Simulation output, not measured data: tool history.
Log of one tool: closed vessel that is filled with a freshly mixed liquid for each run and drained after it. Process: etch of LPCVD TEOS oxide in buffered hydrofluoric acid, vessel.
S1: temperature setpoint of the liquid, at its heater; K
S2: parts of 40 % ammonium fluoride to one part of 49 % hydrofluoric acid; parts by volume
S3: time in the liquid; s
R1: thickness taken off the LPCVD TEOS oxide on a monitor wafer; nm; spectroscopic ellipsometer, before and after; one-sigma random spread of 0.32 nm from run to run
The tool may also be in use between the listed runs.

run 1 hour=0 | S1=294.15 S2=18.5 S3=90 | R1=123.78
run 2 hour=1.1 | S1=294.15 S2=18.5 S3=90 | R1=124.11
run 3 hour=10.3 | S1=294.15 S2=16.5 S3=90 | R1=138.28
run 4 hour=17.2 | S1=293.15 S2=17 S3=90 | R1=126.26
run 5 hour=21.4 | S1=296.65 S2=17 S3=90 | R1=154.45
-- hour=29.7 hydrofluoric acid flow meter replaced
run 6 hour=29.7 | S1=296.65 S2=17 S3=95 | R1=154.71

Predict the results of run 7:
run 7 hour=31.6 | S1=295.65 S2=18 S3=95 | R1=?

{"run 7": {"R1": 137.11}}

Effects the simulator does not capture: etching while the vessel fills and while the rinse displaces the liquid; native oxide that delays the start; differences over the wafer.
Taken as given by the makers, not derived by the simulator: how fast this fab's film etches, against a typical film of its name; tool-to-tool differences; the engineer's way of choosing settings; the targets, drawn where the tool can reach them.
